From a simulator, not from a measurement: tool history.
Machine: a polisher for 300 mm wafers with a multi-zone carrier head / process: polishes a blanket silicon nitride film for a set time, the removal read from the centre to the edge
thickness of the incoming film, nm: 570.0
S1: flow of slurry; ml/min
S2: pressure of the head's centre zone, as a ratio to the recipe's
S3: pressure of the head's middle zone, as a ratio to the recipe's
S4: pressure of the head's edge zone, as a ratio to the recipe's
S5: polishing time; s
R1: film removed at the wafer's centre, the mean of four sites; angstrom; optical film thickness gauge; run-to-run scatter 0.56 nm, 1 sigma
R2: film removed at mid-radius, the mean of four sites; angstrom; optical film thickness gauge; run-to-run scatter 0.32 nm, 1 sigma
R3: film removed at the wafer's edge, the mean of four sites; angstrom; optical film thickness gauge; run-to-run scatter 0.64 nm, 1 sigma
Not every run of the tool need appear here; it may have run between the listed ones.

{"run": 1, "hour": 0.0, "S1": 150, "S2": 1, "S3": 1, "S4": 1, "S5": 48, "R1": 689.76, "R2": 707.74, "R3": 727.09}
{"run": 2, "hour": 4.9, "S1": 140, "S2": 1.01, "S3": 0.95, "S4": 0.96, "S5": 43, "R1": 624.81, "R2": 598.17, "R3": 622.72}
{"run": 3, "hour": 9.3, "S1": 130, "S2": 1, "S3": 0.91, "S4": 0.94, "S5": 40, "R1": 547.77, "R2": 522.36, "R3": 559.84}
{"run": 4, "hour": 14.0, "S1": 130, "S2": 1, "S3": 0.95, "S4": 0.94, "S5": 40, "R1": 562.52, "R2": 549.91, "R3": 567.03}
{"run": 5, "hour": 18.0, "S1": 130, "S2": 1, "S3": 0.91, "S4": 0.94, "S5": 40, "R1": 553.81, "R2": 521.1, "R3": 557.23}
{"run": 6, "hour": 19.8, "S1": 120, "S2": 1, "S3": 0.88, "S4": 0.92, "S5": 39, "R1": 517.54, "R2": 490.03, "R3": 529.69}
{"run": 7, "hour": 28.2, "S1": 115, "S2": 1.01, "S3": 0.86, "S4": 0.91, "S5": 38, "R1": 507.86, "R2": 454.77, "R3": 512.01}
{"run": 8, "hour": 36.9, "S1": 110, "S2": 1.01, "S3": 0.85, "S4": 0.89, "S5": 38, "R1": 496.1, "R2": 446.2, "R3": 499.76}

What will run 9 give?
{"hour": 40.7, "done": "slurry nozzle cleaned"}
{"run": 9, "hour": 40.7, "S1": 105, "S2": 1.02, "S3": 0.85, "S4": 0.87, "S5": 38, "R1": "?", "R2": "?", "R3": "?"}

R1: 528.93 angstrom
R2: 480.06 angstrom
R3: 508.99 angstrom

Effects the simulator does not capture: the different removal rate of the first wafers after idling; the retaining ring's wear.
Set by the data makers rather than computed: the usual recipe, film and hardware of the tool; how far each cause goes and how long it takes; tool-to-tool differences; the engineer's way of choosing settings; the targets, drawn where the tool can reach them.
